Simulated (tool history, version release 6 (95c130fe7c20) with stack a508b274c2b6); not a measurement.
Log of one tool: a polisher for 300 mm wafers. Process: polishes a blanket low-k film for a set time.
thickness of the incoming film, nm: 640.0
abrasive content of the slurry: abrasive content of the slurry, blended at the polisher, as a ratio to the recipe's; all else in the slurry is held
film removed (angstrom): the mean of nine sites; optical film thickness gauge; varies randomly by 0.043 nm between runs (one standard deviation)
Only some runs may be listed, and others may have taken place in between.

run	day	flow of slurry (ml/min)	pressure of the wafer on the pad (psi)	speed of the pad under the wafer (cm/s)	abrasive content of the slurry	polishing time (s)	film removed (angstrom)
1	0.000	185	1.8	80	1.00	26	67.264
2	0.117	185	1.7	78	1.00	26	62.254
3	0.288	185	1.7	78	0.90	26	61.895
4	0.425	185	1.6	78	0.90	26	56.748
5	0.529	185	1.5	78	0.90	26	53.526
# day 0.812: slurry blender recalibrated
6	0.812	185	1.4	78	0.90	26	57.971
7	1.179	185	1.4	74	0.90	26	56.064
8	1.325	185	1.3	70	0.85	26	48.904

Estimate the outcome of run 9 from the log above:
9	1.654	185	1.2	68	0.85	26	?

Logged for run 9: film removed (angstrom) 43.817.

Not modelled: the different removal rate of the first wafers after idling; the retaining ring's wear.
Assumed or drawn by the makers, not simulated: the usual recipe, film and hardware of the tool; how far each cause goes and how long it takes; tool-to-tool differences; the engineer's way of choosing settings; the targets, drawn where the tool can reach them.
